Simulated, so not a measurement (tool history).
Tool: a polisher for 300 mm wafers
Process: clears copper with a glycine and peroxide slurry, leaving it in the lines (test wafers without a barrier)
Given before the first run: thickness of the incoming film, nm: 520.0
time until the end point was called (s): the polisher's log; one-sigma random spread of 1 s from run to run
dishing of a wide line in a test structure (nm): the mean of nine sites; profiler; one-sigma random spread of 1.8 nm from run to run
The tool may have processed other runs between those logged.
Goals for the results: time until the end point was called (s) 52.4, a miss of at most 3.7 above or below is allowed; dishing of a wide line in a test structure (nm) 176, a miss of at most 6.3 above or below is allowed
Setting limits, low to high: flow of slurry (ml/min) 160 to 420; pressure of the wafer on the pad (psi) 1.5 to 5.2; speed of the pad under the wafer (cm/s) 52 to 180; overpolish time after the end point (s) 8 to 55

run,hour,flow of slurry (ml/min),pressure of the wafer on the pad (psi),speed of the pad under the wafer (cm/s),overpolish time after the end point (s),time until the end point was called (s),dishing of a wide line in a test structure (nm)
1,0,270,3.3,116,28,72.672,113.33
2,5,270,3.3,116,33,74.018,125.34
3,7.8,270,3.3,116,28,71.889,113.5
4,13.2,270,3.7,116,30,64.059,125.33
5,19.6,270,3.9,118,33,60.796,136.59
6,23.7,270,3.9,106,33,67.577,132.43
7,28.1,270,4.2,106,35,63.409,142.36
8,32.3,270,4.4,106,37,61.194,151.62

Which one of the following 4 next-run settings gets every result inside its allowed miss? There is exactly one.
A,36.5,245,4.7,106,40,?,?
B,36.5,160,4.4,140,44,?,?
C,36.5,325,5.2,128,46,?,?
D,36.5,345,4.2,114,38,?,?

move,time until the end point was called (s),dishing of a wide line in a test structure (nm)
A,58.283,165.57
B,52.492,175.76
C,44.075,196.24
D,58.615,157.91
A: nearer than the last run, and not there yet
B: all results in spec
C: pushes the last run's worst result past its target
D: nearer than the last run, and not there yet
B is the move that brings every result within its allowed miss.
